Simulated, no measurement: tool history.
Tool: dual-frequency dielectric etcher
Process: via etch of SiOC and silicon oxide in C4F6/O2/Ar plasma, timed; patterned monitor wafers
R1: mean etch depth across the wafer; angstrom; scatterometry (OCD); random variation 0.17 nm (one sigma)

{"run": 1, "hour": 0.0, "source power (W)": 420, "bias power (W)": 132, "etch time (s)": 46.5, "R1": 466.47}
{"run": 2, "hour": 1.7, "source power (W)": 360, "bias power (W)": 132, "etch time (s)": 46.5, "R1": 452.13}
{"run": 3, "hour": 6.8, "source power (W)": 350, "bias power (W)": 131, "etch time (s)": 46.5, "R1": 443.85}
{"run": 4, "hour": 15.0, "source power (W)": 350, "bias power (W)": 131, "etch time (s)": 42.5, "R1": 405.29}
{"run": 5, "hour": 16.9, "source power (W)": 360, "bias power (W)": 131, "etch time (s)": 42.5, "R1": 408.52}
{"run": 6, "hour": 18.9, "source power (W)": 360, "bias power (W)": 131, "etch time (s)": 42.5, "R1": 409.38}
{"run": 7, "hour": 24.1, "source power (W)": 370, "bias power (W)": 131, "etch time (s)": 42.5, "R1": 411.75}
{"run": 8, "hour": 29.2, "source power (W)": 380, "bias power (W)": 131, "etch time (s)": 42.5, "R1": 415.8}

Run 9 comes next. What will it give?
{"run": 9, "hour": 35.1, "source power (W)": 390, "bias power (W)": 131, "etch time (s)": 42.5, "R1": "?"}

{"run 9": {"R1": 420.74}}

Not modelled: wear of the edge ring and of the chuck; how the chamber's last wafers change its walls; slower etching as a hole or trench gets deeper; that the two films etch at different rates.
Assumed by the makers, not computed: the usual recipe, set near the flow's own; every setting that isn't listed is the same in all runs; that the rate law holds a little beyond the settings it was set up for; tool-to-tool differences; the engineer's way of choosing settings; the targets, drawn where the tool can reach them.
